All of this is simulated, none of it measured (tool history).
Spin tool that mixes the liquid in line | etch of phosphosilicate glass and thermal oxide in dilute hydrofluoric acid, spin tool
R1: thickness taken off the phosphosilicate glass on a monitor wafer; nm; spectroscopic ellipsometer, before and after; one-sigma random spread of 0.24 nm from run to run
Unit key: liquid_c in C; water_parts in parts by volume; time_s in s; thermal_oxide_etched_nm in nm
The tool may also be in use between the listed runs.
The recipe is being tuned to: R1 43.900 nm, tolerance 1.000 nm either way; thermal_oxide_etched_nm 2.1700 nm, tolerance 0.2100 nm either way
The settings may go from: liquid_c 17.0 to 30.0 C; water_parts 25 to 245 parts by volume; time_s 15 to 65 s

{"run": 1, "hour": 0.0, "liquid_c": 22.0, "water_parts": 135, "time_s": 35, "R1": 22.626, "thermal_oxide_etched_nm": 1.1058}
{"run": 2, "hour": 4.9, "liquid_c": 23.0, "water_parts": 130, "time_s": 35, "R1": 24.409, "thermal_oxide_etched_nm": 1.1661}
{"run": 3, "hour": 6.6, "liquid_c": 23.5, "water_parts": 125, "time_s": 35, "R1": 26.255, "thermal_oxide_etched_nm": 1.295}
{"run": 4, "hour": 12.5, "liquid_c": 25.5, "water_parts": 125, "time_s": 35, "R1": 28.174, "thermal_oxide_etched_nm": 1.3858}
{"run": 5, "hour": 17.9, "liquid_c": 28.5, "water_parts": 125, "time_s": 35, "R1": 31.765, "thermal_oxide_etched_nm": 1.6212}
{"run": 6, "hour": 23.5, "liquid_c": 25.5, "water_parts": 125, "time_s": 35, "R1": 28.699, "thermal_oxide_etched_nm": 1.4842}
{"run": 7, "hour": 24.7, "liquid_c": 26.0, "water_parts": 120, "time_s": 35, "R1": 29.956, "thermal_oxide_etched_nm": 1.45}
{"run": 8, "hour": 33.2, "liquid_c": 26.5, "water_parts": 115, "time_s": 35, "R1": 32.551, "thermal_oxide_etched_nm": 1.6341}
{"run": 9, "hour": 35.8, "liquid_c": 26.5, "water_parts": 115, "time_s": 35, "R1": 32.368, "thermal_oxide_etched_nm": 1.607}
{"run": 10, "hour": 38.7, "liquid_c": 27.0, "water_parts": 115, "time_s": 35, "R1": 32.807, "thermal_oxide_etched_nm": 1.7467}
{"run": 11, "hour": 44.0, "liquid_c": 27.0, "water_parts": 110, "time_s": 35, "R1": 34.681, "thermal_oxide_etched_nm": 1.6628}
{"run": 12, "hour": 45.3, "liquid_c": 27.5, "water_parts": 110, "time_s": 35, "R1": 35.636, "thermal_oxide_etched_nm": 1.6826}
{"run": 13, "hour": 51.3, "liquid_c": 28.0, "water_parts": 110, "time_s": 35, "R1": 35.944, "thermal_oxide_etched_nm": 1.7464}
{"run": 14, "hour": 53.7, "liquid_c": 28.5, "water_parts": 110, "time_s": 35, "R1": 36.765, "thermal_oxide_etched_nm": 1.7571}
{"run": 15, "hour": 61.4, "liquid_c": 29.0, "water_parts": 105, "time_s": 35, "R1": 39.915, "thermal_oxide_etched_nm": 1.9837}
{"run": 16, "hour": 69.3, "liquid_c": 29.5, "water_parts": 100, "time_s": 35, "R1": 42.556, "thermal_oxide_etched_nm": 1.988}

Which of these 4 next moves meets every target?
{"run": "A", "hour": 77.2, "liquid_c": 30.0, "water_parts": 120, "time_s": 40, "R1": "?", "thermal_oxide_etched_nm": "?"}
{"run": "B", "hour": 77.2, "liquid_c": 27.5, "water_parts": 135, "time_s": 55, "R1": "?", "thermal_oxide_etched_nm": "?"}
{"run": "C", "hour": 77.2, "liquid_c": 28.5, "water_parts": 85, "time_s": 30, "R1": "?", "thermal_oxide_etched_nm": "?"}
{"run": "D", "hour": 77.2, "liquid_c": 29.0, "water_parts": 135, "time_s": 50, "R1": "?", "thermal_oxide_etched_nm": "?"}

move=A R1=40.542 thermal_oxide_etched_nm=1.9539
move=B R1=44.281 thermal_oxide_etched_nm=2.1342
move=C R1=42.581 thermal_oxide_etched_nm=2.0522
move=D R1=42.555 thermal_oxide_etched_nm=2.0510
A: lands further from the targets than the last run did
B: all results land within tolerance of their targets
C: no better and no worse than the last run
D: no better and no worse than the last run
The move that meets every target is B.

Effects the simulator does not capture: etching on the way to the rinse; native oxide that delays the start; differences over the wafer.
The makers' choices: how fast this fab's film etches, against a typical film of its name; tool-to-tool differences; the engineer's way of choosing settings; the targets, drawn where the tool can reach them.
